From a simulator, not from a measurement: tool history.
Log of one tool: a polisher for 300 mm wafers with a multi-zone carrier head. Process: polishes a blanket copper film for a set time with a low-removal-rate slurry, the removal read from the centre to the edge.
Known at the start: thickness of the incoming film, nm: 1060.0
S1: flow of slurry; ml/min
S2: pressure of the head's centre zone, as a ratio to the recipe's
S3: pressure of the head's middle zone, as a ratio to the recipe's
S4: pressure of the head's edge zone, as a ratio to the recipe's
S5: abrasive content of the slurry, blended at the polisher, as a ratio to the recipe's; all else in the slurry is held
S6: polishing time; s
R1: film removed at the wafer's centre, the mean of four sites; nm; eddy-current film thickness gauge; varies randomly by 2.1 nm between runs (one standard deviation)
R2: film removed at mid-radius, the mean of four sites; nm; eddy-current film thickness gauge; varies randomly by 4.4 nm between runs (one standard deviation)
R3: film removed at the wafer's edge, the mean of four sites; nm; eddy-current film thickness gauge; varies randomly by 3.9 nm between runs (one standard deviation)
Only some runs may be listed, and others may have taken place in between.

run  hour   S1    S2    S3    S4    S5  S6      R1      R2      R3
  1     0  230     1     1     1     1  61  166.05  188.74  189.57
  2   5.9  250  1.06  1.03  1.01  1.15  67   198.3  220.35   218.9
  3   9.5  265   1.1  1.03  0.97  1.25  73   230.5  245.71  240.28
  4  17.3  280  1.13  1.03  0.94   1.3  77  251.82  256.84  251.58
  5  19.8  280  1.13  0.97  0.94   1.3  77  250.21  248.21  247.96
  6  23.2  280  1.13  0.97  0.94   1.2  77  249.22  247.18  245.93

What does the tool deliver on the next run?
  7  27.4  330  1.19  1.05  0.95  1.4  86   ?   ?   ?

Run 7 gave R1 303.89 nm, R2 310.29 nm, R3 291.57 nm.
